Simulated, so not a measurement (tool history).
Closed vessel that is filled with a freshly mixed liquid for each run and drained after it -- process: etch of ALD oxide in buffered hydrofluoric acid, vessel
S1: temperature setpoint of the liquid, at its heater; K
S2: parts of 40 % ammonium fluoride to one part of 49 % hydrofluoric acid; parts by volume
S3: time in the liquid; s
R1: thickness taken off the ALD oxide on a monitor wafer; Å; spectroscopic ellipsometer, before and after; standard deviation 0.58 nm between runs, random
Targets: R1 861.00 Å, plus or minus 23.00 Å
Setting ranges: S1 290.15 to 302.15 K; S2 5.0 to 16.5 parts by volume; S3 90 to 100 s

run,hour,S1,S2,S3,R1
1,0.0,294.15,10.0,90,1180.50
2,3.2,293.15,10.5,90,1078.80
3,8.3,295.65,10.5,90,1228.40
4,14.9,295.65,13.0,90,1009.70
5,16.8,295.15,13.0,90,971.46
6,21.3,295.15,13.0,100,1068.60
7,29.3,294.15,13.0,100,1019.10
8,33.0,293.65,13.0,100,984.21
9,38.6,293.15,13.0,100,957.92
10,39.8,292.65,13.0,100,935.40
11,46.4,292.15,13.0,100,916.47
12,49.1,291.65,13.0,100,885.79

Which one of the following 4 next-run settings gets every result inside its allowed miss? There is exactly one.
A,51.8,292.15,14.0,95,?
B,51.8,292.15,12.5,90,?
C,51.8,294.65,15.0,90,?
D,51.8,291.15,12.0,100,?

move,R1
A,803.93
B,851.18
C,818.57
D,930.16
A: the result that was furthest off in the last run now lies on the other side of its target
B: meets every target
C: the result that was furthest off in the last run now lies on the other side of its target
D: its largest miss is bigger than the last run's
The move that meets every target is B.

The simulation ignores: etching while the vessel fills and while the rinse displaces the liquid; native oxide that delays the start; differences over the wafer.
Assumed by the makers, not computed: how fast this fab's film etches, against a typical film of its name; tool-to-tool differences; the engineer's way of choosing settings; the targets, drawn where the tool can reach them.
